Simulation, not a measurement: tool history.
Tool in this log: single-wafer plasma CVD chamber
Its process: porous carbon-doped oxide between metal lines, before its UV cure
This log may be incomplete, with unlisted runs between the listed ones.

| run | day | heater temperature setpoint (°C) | RF power (kW) | deposition time (s) | mean film thickness on the monitor wafer (Å) |
|---|---|---|---|---|---|
| 1 | 0 | 300 | 0.595 | 49.2 | 2928.7 |
| 2 | 0.092 | 294 | 0.595 | 49.2 | 3064.6 |
| 3 | 0.367 | 294 | 0.595 | 50.8 | 3145 |
| 4 | 0.738 | 299 | 0.55 | 50.4 | 2898.6 |
| 5 | 1.108 | 309 | 0.55 | 50.4 | 2746.8 |
| 6 | 1.292 | 311 | 0.515 | 50.1 | 2563.2 |

What will run 7 give?
| 7 | 1.375 | 313 | 0.495 | 49.9 | ? |

Run 7 yielded mean film thickness on the monitor wafer (Å) 2503.4.
